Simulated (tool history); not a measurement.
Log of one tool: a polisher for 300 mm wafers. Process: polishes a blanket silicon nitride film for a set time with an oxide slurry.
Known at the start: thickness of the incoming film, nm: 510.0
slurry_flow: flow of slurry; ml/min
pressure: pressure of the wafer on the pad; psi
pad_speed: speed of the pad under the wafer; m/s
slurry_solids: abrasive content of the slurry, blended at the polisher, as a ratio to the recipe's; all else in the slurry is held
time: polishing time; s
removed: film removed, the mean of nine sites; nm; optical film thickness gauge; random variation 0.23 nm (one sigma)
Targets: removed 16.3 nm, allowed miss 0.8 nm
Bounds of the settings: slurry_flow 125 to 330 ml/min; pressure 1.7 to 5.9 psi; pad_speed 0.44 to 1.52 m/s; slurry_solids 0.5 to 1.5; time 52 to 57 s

run 1 day=0 | slurry_flow=210 pressure=3.8 pad_speed=0.98 slurry_solids=1 time=57 | removed=36.064
run 2 day=0.346 | slurry_flow=210 pressure=3.4 pad_speed=0.92 slurry_solids=1 time=57 | removed=30.708
run 3 day=0.392 | slurry_flow=210 pressure=3.4 pad_speed=1.14 slurry_solids=1 time=57 | removed=36.694
run 4 day=0.488 | slurry_flow=210 pressure=3.4 pad_speed=1.28 slurry_solids=1 time=57 | removed=39.311
run 5 day=0.783 | slurry_flow=210 pressure=3.1 pad_speed=1.16 slurry_solids=0.95 time=57 | removed=33.678
run 6 day=1.117 | slurry_flow=210 pressure=3.1 pad_speed=1.16 slurry_solids=1.1 time=57 | removed=35.165
run 7 day=1.279 | slurry_flow=210 pressure=2.8 pad_speed=1.06 slurry_solids=1.05 time=57 | removed=29.266
run 8 day=1.488 | slurry_flow=210 pressure=2.6 pad_speed=1 slurry_solids=1.05 time=57 | removed=25.672
run 9 day=1.746 | slurry_flow=210 pressure=2.4 pad_speed=0.96 slurry_solids=1.05 time=57 | removed=23.139
run 10 day=1.875 | slurry_flow=210 pressure=1.7 pad_speed=0.78 slurry_solids=1 time=57 | removed=13.859
run 11 day=1.954 | slurry_flow=210 pressure=1.8 pad_speed=0.78 slurry_solids=1 time=57 | removed=14.743
run 12 day=1.979 | slurry_flow=210 pressure=1.9 pad_speed=0.78 slurry_solids=1 time=57 | removed=15.555

4 next moves are on the table. One of them brings every result within its allowed miss. Which?
run A day=2.004 | slurry_flow=230 pressure=1.8 pad_speed=0.86 slurry_solids=1.1 time=55 | removed=?
run B day=2.004 | slurry_flow=275 pressure=1.7 pad_speed=0.92 slurry_solids=0.9 time=53 | removed=?
run C day=2.004 | slurry_flow=210 pressure=1.8 pad_speed=0.8 slurry_solids=1 time=55 | removed=?
run D day=2.004 | slurry_flow=245 pressure=2.4 pad_speed=0.6 slurry_solids=0.9 time=55 | removed=?

move=A removed=16.082
move=B removed=14.717
move=C removed=14.555
move=D removed=14.868
A: meets every target
B: further off than the last run
C: further off than the last run
D: further off than the last run
Move A is the one to make.
